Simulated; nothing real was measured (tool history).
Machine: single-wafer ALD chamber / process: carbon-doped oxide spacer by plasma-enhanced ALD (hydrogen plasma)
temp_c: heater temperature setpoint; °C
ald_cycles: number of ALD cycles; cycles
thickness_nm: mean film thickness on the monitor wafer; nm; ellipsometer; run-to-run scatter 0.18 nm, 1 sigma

run 1 day=0.000 | temp_c=385 ald_cycles=532 | thickness_nm=26.814
run 2 day=0.125 | temp_c=385 ald_cycles=462 | thickness_nm=23.249
run 3 day=0.312 | temp_c=385 ald_cycles=504 | thickness_nm=25.385
run 4 day=0.467 | temp_c=385 ald_cycles=537 | thickness_nm=26.830
run 5 day=0.567 | temp_c=396 ald_cycles=537 | thickness_nm=27.075
run 6 day=0.692 | temp_c=396 ald_cycles=563 | thickness_nm=28.377
run 7 day=0.938 | temp_c=396 ald_cycles=584 | thickness_nm=29.388
run 8 day=1.133 | temp_c=396 ald_cycles=602 | thickness_nm=30.235
run 9 day=1.279 | temp_c=396 ald_cycles=617 | thickness_nm=31.073

Forecast run 10:
run 10 day=1.629 | temp_c=396 ald_cycles=629 | thickness_nm=?

Run 10 produced thickness_nm 31.872 nm.

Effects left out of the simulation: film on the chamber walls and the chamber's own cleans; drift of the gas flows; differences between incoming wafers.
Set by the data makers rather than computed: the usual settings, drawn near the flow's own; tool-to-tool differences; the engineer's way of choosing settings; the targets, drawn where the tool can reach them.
